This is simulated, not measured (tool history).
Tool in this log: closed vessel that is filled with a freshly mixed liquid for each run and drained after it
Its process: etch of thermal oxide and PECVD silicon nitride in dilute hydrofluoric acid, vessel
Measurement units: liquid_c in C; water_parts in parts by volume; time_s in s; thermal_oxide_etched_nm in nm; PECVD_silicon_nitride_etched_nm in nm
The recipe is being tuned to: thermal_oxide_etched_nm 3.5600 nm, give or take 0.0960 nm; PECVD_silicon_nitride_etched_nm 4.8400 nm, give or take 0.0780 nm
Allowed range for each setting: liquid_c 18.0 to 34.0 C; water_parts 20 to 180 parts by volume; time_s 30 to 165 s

run	hour	liquid_c	water_parts	time_s	thermal_oxide_etched_nm	PECVD_silicon_nitride_etched_nm
1	0.0	26.0	100	85	4.3866	5.4913
2	1.6	26.0	100	55	2.8412	3.5367
3	7.1	26.0	100	75	3.8841	4.8109
4	14.8	26.0	100	45	2.3390	2.9087
5	22.9	27.5	90	45	2.8080	3.5435
6	23.9	27.5	90	75	4.6705	5.9152
7	28.1	27.5	100	75	4.1609	5.3720
8	36.5	27.5	105	75	3.8759	5.0122
9	44.1	28.0	110	75	3.8095	5.0090

Pick the move, out of 5, that brings all results within their allowed miss; only one does.
A	51.7	27.0	100	70	?	?
B	51.7	27.5	95	65	?	?
C	51.7	30.5	55	30	?	?
D	51.7	30.5	110	65	?	?
E	51.7	28.5	125	80	?	?

move	thermal_oxide_etched_nm	PECVD_silicon_nitride_etched_nm
A	3.7989	4.8034
B	3.8107	4.8475
C	3.6142	4.6733
D	3.6106	5.0580
E	3.5575	4.8304
A: neither nearer nor further off than the last run
B: neither nearer nor further off than the last run
C: gets the furthest-off result to its target, but another result is out of tolerance
D: gets the furthest-off result to its target, but another result is out of tolerance
E: every result within its allowed miss
Answer: E
